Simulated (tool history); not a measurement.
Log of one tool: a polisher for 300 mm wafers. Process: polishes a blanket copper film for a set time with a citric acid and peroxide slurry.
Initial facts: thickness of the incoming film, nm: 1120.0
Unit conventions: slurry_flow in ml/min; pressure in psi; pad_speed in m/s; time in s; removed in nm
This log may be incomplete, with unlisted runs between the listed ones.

run  hour  slurry_flow  pressure  pad_speed  slurry_solids  time  removed
  1   0.0          300       4.0       0.94            1.0    60   142.38
  2   0.9          300       4.4       0.94            1.0    60   157.02
  3   6.7          300       4.4       1.02            1.0    60   164.22
  4  14.6          300       4.0       1.02            1.0    60   151.66
  5  22.0          355       4.0       1.02            1.0    60   153.41
  6  30.9          355       4.0       1.02            1.0    54   138.10
  7  34.0          355       3.8       1.02            1.0    54   130.65
  8  35.3          355       3.7       1.02            1.0    54   127.50

Estimate the outcome of run 9 from the log above:
  9  42.1          355       3.6       1.02            1.0    54        ?

removed: 123.24 nm
